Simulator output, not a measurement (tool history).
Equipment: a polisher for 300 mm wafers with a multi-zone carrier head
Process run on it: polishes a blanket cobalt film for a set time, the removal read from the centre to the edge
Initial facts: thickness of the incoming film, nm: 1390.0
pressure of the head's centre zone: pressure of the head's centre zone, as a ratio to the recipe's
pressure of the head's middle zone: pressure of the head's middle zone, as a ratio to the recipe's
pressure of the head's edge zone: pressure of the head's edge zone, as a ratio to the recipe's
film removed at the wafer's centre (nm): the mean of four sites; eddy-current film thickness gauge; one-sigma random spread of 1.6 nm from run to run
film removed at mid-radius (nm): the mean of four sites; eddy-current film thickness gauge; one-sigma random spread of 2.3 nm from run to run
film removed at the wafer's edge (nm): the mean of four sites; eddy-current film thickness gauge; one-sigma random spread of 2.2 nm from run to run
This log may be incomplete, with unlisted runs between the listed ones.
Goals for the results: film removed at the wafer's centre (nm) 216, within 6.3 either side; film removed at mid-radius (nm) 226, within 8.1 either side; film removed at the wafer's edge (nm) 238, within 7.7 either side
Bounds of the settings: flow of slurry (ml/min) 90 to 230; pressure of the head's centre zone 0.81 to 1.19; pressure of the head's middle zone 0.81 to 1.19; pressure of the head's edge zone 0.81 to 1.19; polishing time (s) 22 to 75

run	day	flow of slurry (ml/min)	pressure of the head's centre zone	pressure of the head's middle zone	pressure of the head's edge zone	polishing time (s)	film removed at the wafer's centre (nm)	film removed at mid-radius (nm)	film removed at the wafer's edge (nm)
1	0	150	1	1	1	48	290.96	287.57	295.48
2	0.088	150	0.96	1	1	48	281.29	286.8	292.57
3	0.267	140	0.92	0.97	0.97	47	258.85	279.86	279.64
4	0.483	135	0.92	0.94	0.96	45	249.39	256.92	268.8
5	0.767	145	0.92	0.94	0.96	45	247.54	254.64	275.88
6	1.058	145	0.92	0.94	0.96	54	298.9	311.43	327.02
7	1.404	115	0.87	0.9	0.86	40	206.98	217.49	222.9
8	1.767	125	0.87	0.9	0.87	40	205.65	217.59	230.64

Which single option among these 4 for the next run brings every result within its allowed miss of target? Just one does.
A	2.129	110	0.92	0.84	0.81	40	?	?	?
B	2.129	170	0.87	0.89	0.9	40	?	?	?
C	2.129	215	0.88	0.82	0.95	37	?	?	?
D	2.129	165	0.84	0.81	0.94	39	?	?	?

move	film removed at the wafer's centre (nm)	film removed at mid-radius (nm)	film removed at the wafer's edge (nm)
A	216.47	206.32	217.51
B	217.22	225.54	235.89
C	208.9	202.47	227.94
D	203.94	205.78	234.21
A: gets the furthest-off result to its target, but another result is out of tolerance
B: hits every target within its allowed miss
C: lands further from the targets than the last run did
D: lands further from the targets than the last run did
Correct choice: B, which meets every target
